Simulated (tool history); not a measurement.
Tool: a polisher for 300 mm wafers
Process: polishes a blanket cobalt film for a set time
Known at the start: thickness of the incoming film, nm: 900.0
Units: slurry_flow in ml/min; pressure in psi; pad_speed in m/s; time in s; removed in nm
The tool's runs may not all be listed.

run,hour,slurry_flow,pressure,pad_speed,time,removed
1,0,130,1.2,1.12,21,77.121
2,1.8,130,1.2,1.32,21,92.145
3,7.2,130,1.2,1.32,21,90.945
4,11.6,110,1.2,1.32,21,89.272
5,12.9,110,1,1.1,21,63.448
6,15.8,110,0.9,0.94,21,49.031
7,23.9,110,0.8,0.86,21,39.308
8,25.9,110,0.7,0.84,21,34.596

The next listed run, before its measurement:
9,33,110,0.7,0.82,21,?

removed: 33.404 nm

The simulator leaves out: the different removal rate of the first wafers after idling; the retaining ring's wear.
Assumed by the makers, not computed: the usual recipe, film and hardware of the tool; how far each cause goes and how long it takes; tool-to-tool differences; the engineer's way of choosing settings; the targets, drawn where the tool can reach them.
